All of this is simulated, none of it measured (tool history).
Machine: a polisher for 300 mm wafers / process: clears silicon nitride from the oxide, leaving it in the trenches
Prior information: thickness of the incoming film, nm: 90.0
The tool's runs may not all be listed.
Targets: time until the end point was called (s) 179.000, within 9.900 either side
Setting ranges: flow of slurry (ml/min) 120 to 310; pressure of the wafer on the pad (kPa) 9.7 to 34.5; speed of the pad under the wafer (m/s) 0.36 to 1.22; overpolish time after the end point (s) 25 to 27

run	hour	flow of slurry (ml/min)	pressure of the wafer on the pad (kPa)	speed of the pad under the wafer (m/s)	overpolish time after the end point (s)	time until the end point was called (s)
1	0.0	200	22.1	0.78	25	92.542
2	1.7	240	22.1	0.78	25	94.041
3	6.0	265	22.1	0.78	25	90.108
4	10.8	265	20.0	0.76	25	100.750
5	12.0	265	20.0	0.66	25	116.270
6	13.3	265	18.6	0.66	25	123.110
7	15.0	265	17.2	0.66	25	130.620
8	20.9	265	15.9	0.66	25	142.860
9	28.3	265	15.2	0.66	25	147.690
10	30.5	265	10.3	0.64	25	208.070
11	37.2	265	11.0	0.64	25	195.810

Which single option among these 4 for the next run brings every result within its allowed miss of target? Just one does.
A	43.9	290	12.4	0.54	27	?
B	43.9	280	9.7	0.62	26	?
C	43.9	265	11.0	0.58	25	?
D	43.9	300	16.5	0.50	27	?

move	time until the end point was called (s)
A	211.080
B	224.410
C	217.790
D	179.720
A: further off than the last run
B: further off than the last run
C: further off than the last run
D: meets every target
D meets every target.
